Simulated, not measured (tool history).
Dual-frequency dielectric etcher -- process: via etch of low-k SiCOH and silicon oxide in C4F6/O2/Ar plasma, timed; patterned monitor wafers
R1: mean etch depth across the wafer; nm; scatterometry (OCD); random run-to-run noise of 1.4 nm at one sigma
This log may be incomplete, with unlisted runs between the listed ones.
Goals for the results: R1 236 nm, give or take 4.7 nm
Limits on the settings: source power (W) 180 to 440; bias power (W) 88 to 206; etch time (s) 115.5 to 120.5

run 1 day=0 | source_power_(W)=310 bias_power_(W)=147 etch_time_(s)=115.5 | R1=288.44
run 2 day=0.246 | source_power_(W)=310 bias_power_(W)=147 etch_time_(s)=120.5 | R1=300.66
run 3 day=0.488 | source_power_(W)=310 bias_power_(W)=166 etch_time_(s)=120.5 | R1=312.84
run 4 day=0.558 | source_power_(W)=310 bias_power_(W)=177 etch_time_(s)=120.5 | R1=318.42
run 5 day=0.629 | source_power_(W)=290 bias_power_(W)=168 etch_time_(s)=120 | R1=305.73
run 6 day=0.767 | source_power_(W)=280 bias_power_(W)=159 etch_time_(s)=119.5 | R1=288.36
run 7 day=0.933 | source_power_(W)=270 bias_power_(W)=158 etch_time_(s)=119.5 | R1=284.31
run 8 day=1.162 | source_power_(W)=260 bias_power_(W)=156 etch_time_(s)=119.5 | R1=279.63
run 9 day=1.221 | source_power_(W)=250 bias_power_(W)=153 etch_time_(s)=119.5 | R1=271.26
run 10 day=1.438 | source_power_(W)=240 bias_power_(W)=152 etch_time_(s)=119.5 | R1=262.32
run 11 day=1.575 | source_power_(W)=230 bias_power_(W)=152 etch_time_(s)=119.5 | R1=261.41
run 12 day=1.725 | source_power_(W)=220 bias_power_(W)=151 etch_time_(s)=119.5 | R1=252.59

Of the 5 settings listed for the next run, only one would bring every result within its allowed miss of target. Which one?
run A day=1.875 | source_power_(W)=240 bias_power_(W)=153 etch_time_(s)=119.5 | R1=?
run B day=1.875 | source_power_(W)=230 bias_power_(W)=143 etch_time_(s)=116.5 | R1=?
run C day=1.875 | source_power_(W)=240 bias_power_(W)=148 etch_time_(s)=117 | R1=?
run D day=1.875 | source_power_(W)=230 bias_power_(W)=158 etch_time_(s)=117 | R1=?
run E day=1.875 | source_power_(W)=200 bias_power_(W)=165 etch_time_(s)=115.5 | R1=?

move=A R1=267.89
move=B R1=249.18
move=C R1=259.21
move=D R1=259.31
move=E R1=240.6
A: lands further from the targets than the last run did
B: closes in on the targets versus the last run, not all within tolerance yet
C: lands further from the targets than the last run did
D: lands further from the targets than the last run did
E: meets every target
Correct choice: E, which meets every target
